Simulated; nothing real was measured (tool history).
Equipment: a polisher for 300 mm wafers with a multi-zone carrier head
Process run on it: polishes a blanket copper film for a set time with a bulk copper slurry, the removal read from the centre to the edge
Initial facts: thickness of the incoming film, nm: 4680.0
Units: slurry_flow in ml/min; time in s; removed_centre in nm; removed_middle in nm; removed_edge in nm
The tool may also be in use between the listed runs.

run	hour	slurry_flow	centre_zone	middle_zone	edge_zone	slurry_solids	time	removed_centre	removed_middle	removed_edge
1	0	145	1	1	1	1	81	583.23	586.65	583.51
2	0.6	145	1	1	0.97	1	81	583.4	591.44	582.18
3	3.5	145	1	1	0.97	0.85	81	561.25	568.01	553.45
4	5.3	175	1	1	0.97	0.85	81	582.76	585.82	574.61
# hour 12.3: worn pad replaced by a new one
5	12.3	175	1	0.94	0.97	0.85	81	625.21	572.58	603.33
6	19.4	175	1	0.94	1.02	0.85	81	616.52	592.32	615.02
7	27.5	185	0.99	0.99	1.05	0.95	82	629.56	639.11	654.71
8	34.4	190	0.98	1.04	1.05	1.05	83	651.62	701.59	675.75

Run 9 has not been measured yet. What should we expect?
9	35.5	195	0.96	1.07	1.07	1.1	83	?	?	?

{"run 9": {"removed_centre": 655.44, "removed_middle": 727.25, "removed_edge": 683.86}}

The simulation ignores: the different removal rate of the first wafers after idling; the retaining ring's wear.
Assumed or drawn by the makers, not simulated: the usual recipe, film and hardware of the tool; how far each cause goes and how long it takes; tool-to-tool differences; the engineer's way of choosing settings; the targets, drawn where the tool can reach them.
